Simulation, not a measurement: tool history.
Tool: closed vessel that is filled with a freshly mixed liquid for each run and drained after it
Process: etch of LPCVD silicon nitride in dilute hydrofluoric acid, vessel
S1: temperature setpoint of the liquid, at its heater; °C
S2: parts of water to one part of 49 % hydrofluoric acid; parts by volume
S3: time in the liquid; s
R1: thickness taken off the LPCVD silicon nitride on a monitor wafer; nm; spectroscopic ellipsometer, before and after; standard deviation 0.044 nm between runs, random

run	hour	S1	S2	S3	R1
1	0	26	65	2805	21.093
2	8	24	65	2805	18.511
3	8.5	22.5	65	2805	16.708
4	15.3	21.5	65	2805	15.596
5	19.8	21.5	65	2805	15.596
6	21.8	20.5	65	2805	14.592

What does the tool deliver on the next run?
7	25.7	20	65	2805	?

Run 7 came out at R1 14.047 nm.

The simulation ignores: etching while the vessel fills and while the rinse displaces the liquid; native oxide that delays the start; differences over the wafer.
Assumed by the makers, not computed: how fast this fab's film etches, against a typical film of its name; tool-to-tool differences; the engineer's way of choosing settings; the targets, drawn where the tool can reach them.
